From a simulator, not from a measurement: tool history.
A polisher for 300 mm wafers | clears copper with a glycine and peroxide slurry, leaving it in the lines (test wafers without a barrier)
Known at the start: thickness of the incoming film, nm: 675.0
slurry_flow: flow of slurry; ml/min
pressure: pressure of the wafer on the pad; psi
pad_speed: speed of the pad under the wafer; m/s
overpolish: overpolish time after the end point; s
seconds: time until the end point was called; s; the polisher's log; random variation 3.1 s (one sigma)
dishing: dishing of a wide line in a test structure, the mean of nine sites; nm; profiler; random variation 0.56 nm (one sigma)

{"run": 1, "hour": 0.0, "slurry_flow": 215, "pressure": 2.5, "pad_speed": 0.86, "overpolish": 10, "seconds": 128.36, "dishing": 35.097}
{"run": 2, "hour": 3.1, "slurry_flow": 270, "pressure": 2.5, "pad_speed": 0.86, "overpolish": 10, "seconds": 127.79, "dishing": 35.821}
{"run": 3, "hour": 5.0, "slurry_flow": 270, "pressure": 2.3, "pad_speed": 0.84, "overpolish": 12, "seconds": 139.91, "dishing": 39.633}
{"run": 4, "hour": 6.4, "slurry_flow": 270, "pressure": 2.2, "pad_speed": 0.84, "overpolish": 13, "seconds": 142.22, "dishing": 41.386}
{"run": 5, "hour": 11.9, "slurry_flow": 270, "pressure": 2.2, "pad_speed": 0.72, "overpolish": 13, "seconds": 160.53, "dishing": 37.407}
{"run": 6, "hour": 19.0, "slurry_flow": 270, "pressure": 2.2, "pad_speed": 0.72, "overpolish": 10, "seconds": 157.94, "dishing": 30.834}
{"run": 7, "hour": 27.2, "slurry_flow": 270, "pressure": 2.2, "pad_speed": 0.72, "overpolish": 12, "seconds": 160.5, "dishing": 35.267}
{"run": 8, "hour": 35.8, "slurry_flow": 270, "pressure": 2.2, "pad_speed": 0.72, "overpolish": 13, "seconds": 153.84, "dishing": 37.859}

The next listed run, before its measurement:
{"run": 9, "hour": 39.2, "slurry_flow": 270, "pressure": 2.1, "pad_speed": 0.74, "overpolish": 14, "seconds": "?", "dishing": "?"}

seconds: 156.03 s
dishing: 39.632 nm
